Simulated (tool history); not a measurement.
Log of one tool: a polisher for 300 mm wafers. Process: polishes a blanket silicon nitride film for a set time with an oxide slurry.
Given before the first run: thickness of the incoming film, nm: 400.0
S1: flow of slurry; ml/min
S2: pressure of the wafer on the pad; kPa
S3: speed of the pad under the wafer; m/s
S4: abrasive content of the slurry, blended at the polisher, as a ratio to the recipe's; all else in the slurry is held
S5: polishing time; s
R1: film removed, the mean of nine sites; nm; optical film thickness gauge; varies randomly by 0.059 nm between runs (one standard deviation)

run	hour	S1	S2	S3	S4	S5	R1
1	0.0	320	27.6	0.94	1.0	42	21.706
2	2.0	320	25.5	0.88	1.0	42	19.593
3	4.4	280	25.5	0.88	1.0	42	19.357
4	8.4	280	25.5	0.88	1.0	42	19.365
5	13.5	225	25.5	0.88	1.0	42	18.754
6	21.2	225	25.5	0.88	0.8	42	16.358
7	27.5	225	23.4	0.86	0.8	42	15.270
8	28.4	225	22.1	0.84	0.8	42	14.407

Forecast run 9:
9	32.6	225	20.7	0.82	0.8	42	?

{"run 9": {"R1": 13.5}}
